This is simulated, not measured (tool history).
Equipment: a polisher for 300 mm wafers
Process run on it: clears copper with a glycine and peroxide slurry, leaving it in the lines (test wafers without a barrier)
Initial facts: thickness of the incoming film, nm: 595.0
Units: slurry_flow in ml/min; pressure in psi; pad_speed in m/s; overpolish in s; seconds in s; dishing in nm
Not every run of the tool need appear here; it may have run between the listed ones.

run 1 hour=0 | slurry_flow=170 pressure=3 pad_speed=1.02 overpolish=11 | seconds=98.362 dishing=45.894
run 2 hour=5.4 | slurry_flow=170 pressure=2.7 pad_speed=1.02 overpolish=11 | seconds=108.62 dishing=43.526
run 3 hour=11.7 | slurry_flow=150 pressure=2.7 pad_speed=1.02 overpolish=11 | seconds=107.53 dishing=40.282
run 4 hour=13.2 | slurry_flow=150 pressure=2.7 pad_speed=1.02 overpolish=7 | seconds=107.9 dishing=27.97
run 5 hour=20.5 | slurry_flow=150 pressure=3.1 pad_speed=1.02 overpolish=7 | seconds=99.307 dishing=30.938
run 6 hour=23.8 | slurry_flow=150 pressure=2.7 pad_speed=0.96 overpolish=10 | seconds=111.59 dishing=37.122
run 7 hour=32 | slurry_flow=140 pressure=1.9 pad_speed=0.74 overpolish=16 | seconds=170.57 dishing=39.413

What does the tool deliver on the next run?
run 8 hour=40.7 | slurry_flow=140 pressure=1.9 pad_speed=0.74 overpolish=17 | seconds=? dishing=?

{"run 8": {"seconds": 176.91, "dishing": 41.292}}
